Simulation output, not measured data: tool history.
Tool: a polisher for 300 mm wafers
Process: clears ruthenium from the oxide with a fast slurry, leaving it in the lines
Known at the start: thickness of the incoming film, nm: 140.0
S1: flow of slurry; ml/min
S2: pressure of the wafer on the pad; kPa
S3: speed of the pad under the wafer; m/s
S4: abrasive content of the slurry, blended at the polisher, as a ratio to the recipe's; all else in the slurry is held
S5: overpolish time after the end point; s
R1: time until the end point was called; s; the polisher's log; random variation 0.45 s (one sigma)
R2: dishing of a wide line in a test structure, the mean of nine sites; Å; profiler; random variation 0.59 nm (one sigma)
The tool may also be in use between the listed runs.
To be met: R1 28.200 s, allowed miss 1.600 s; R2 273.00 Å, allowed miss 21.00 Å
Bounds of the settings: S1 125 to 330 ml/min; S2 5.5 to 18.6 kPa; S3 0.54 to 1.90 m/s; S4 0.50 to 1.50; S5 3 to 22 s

Run 1, hour 0.0: S1 210 ml/min, S2 11.7 kPa, S3 1.22 m/s, S4 1.00, S5 11 s. Result: R1 49.162 s, R2 190.02 Å.
Run 2, hour 8.1: S1 210 ml/min, S2 11.7 kPa, S3 1.22 m/s, S4 0.85, S5 11 s. Result: R1 52.549 s, R2 185.72 Å.
Run 3, hour 10.6: S1 210 ml/min, S2 11.7 kPa, S3 1.48 m/s, S4 0.85, S5 11 s. Result: R1 43.637 s, R2 208.78 Å.
Run 4, hour 14.3: S1 210 ml/min, S2 13.1 kPa, S3 1.48 m/s, S4 0.85, S5 11 s. Result: R1 39.986 s, R2 222.38 Å.
Run 5, hour 15.9: S1 165 ml/min, S2 13.1 kPa, S3 1.48 m/s, S4 0.85, S5 11 s. Result: R1 41.095 s, R2 209.22 Å.
Run 6, hour 23.8: S1 165 ml/min, S2 13.1 kPa, S3 1.48 m/s, S4 1.00, S5 11 s. Result: R1 37.515 s, R2 228.16 Å.
Run 7, hour 27.1: S1 165 ml/min, S2 13.8 kPa, S3 1.48 m/s, S4 1.00, S5 11 s. Result: R1 36.871 s, R2 237.28 Å.
Run 8, hour 33.8: S1 165 ml/min, S2 14.5 kPa, S3 1.50 m/s, S4 1.00, S5 11 s. Result: R1 33.578 s, R2 242.17 Å.
Run 9, hour 38.9: S1 165 ml/min, S2 15.2 kPa, S3 1.50 m/s, S4 1.00, S5 11 s. Result: R1 32.293 s, R2 244.69 Å.
Run 10, hour 43.6: S1 170 ml/min, S2 15.9 kPa, S3 1.52 m/s, S4 1.00, S5 11 s. Result: R1 30.968 s, R2 262.45 Å.

Which of these 4 next moves meets every target?
Run A, hour 48.3: S1 170 ml/min, S2 16.5 kPa, S3 1.58 m/s, S4 1.00, S5 12 s. Result: R1 ?, R2 ?.
Run B, hour 48.3: S1 190 ml/min, S2 15.9 kPa, S3 1.34 m/s, S4 1.20, S5 18 s. Result: R1 ?, R2 ?.
Run C, hour 48.3: S1 170 ml/min, S2 17.2 kPa, S3 1.32 m/s, S4 1.05, S5 10 s. Result: R1 ?, R2 ?.
Run D, hour 48.3: S1 155 ml/min, S2 13.1 kPa, S3 1.86 m/s, S4 0.70, S5 15 s. Result: R1 ?, R2 ?.

move      R1      R2
   A  28.069  278.64
   B  30.818  312.22
   C  31.326  241.82
   D  38.109  268.58
A: meets every target
B: further off than the last run
C: further off than the last run
D: further off than the last run
Answer: A
